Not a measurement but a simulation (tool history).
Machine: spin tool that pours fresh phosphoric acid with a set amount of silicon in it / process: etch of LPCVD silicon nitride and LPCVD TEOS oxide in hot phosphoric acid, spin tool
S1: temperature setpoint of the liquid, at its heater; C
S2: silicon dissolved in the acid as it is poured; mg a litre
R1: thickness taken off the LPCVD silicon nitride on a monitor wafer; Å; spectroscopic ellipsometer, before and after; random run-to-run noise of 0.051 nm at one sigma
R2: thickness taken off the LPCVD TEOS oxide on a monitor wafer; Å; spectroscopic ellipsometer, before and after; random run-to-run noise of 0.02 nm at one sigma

run 1 hour=0.0 | S1=162.0 S2=11.5 time_under_the_liquid_(s)=180 | R1=170.53 R2=9.9391
run 2 hour=3.5 | S1=161.5 S2=11.0 time_under_the_liquid_(s)=170 | R1=159.07 R2=9.0320
run 3 hour=9.2 | S1=161.5 S2=13.5 time_under_the_liquid_(s)=170 | R1=159.76 R2=9.2293
run 4 hour=16.8 | S1=161.0 S2=13.0 time_under_the_liquid_(s)=160 | R1=147.03 R2=8.1260
run 5 hour=23.3 | S1=161.0 S2=13.0 time_under_the_liquid_(s)=130 | R1=119.58 R2=6.5394
run 6 hour=26.6 | S1=160.5 S2=12.0 time_under_the_liquid_(s)=130 | R1=118.43 R2=6.5929
run 7 hour=32.8 | S1=160.0 S2=11.5 time_under_the_liquid_(s)=130 | R1=115.91 R2=5.9133
run 8 hour=37.1 | S1=160.0 S2=10.5 time_under_the_liquid_(s)=125 | R1=110.40 R2=6.2310
run 9 hour=45.0 | S1=159.5 S2=10.0 time_under_the_liquid_(s)=125 | R1=109.49 R2=6.2686

What does the tool deliver on the next run?
run 10 hour=48.5 | S1=159.0 S2=10.0 time_under_the_liquid_(s)=125 | R1=? R2=?

Run 10 produced R1 107.39 Å, R2 5.9054 Å.

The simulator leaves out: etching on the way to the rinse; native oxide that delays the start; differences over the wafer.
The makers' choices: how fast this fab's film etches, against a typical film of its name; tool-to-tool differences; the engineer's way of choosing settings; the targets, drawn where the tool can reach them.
